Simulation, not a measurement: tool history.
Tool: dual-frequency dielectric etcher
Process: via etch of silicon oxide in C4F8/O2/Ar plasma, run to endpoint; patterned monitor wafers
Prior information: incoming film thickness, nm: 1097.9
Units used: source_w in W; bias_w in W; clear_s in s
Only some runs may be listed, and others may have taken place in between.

| run | day | source_w | bias_w | clear_s |
|---|---|---|---|---|
| 1 | 0.000 | 2150 | 2164 | 221.55 |
| 2 | 0.204 | 2150 | 1889 | 230.93 |
| 3 | 0.458 | 2380 | 1889 | 219.26 |
| 4 | 0.567 | 2650 | 1889 | 212.01 |
| 5 | 0.846 | 2420 | 1782 | 222.53 |
| 6 | 0.971 | 2250 | 1709 | 233.56 |
| 7 | 1.017 | 2140 | 1670 | 239.25 |

Expected results for the next run?
| 8 | 1.200 | 2050 | 1638 | ? |

clear_s: 244.68 s
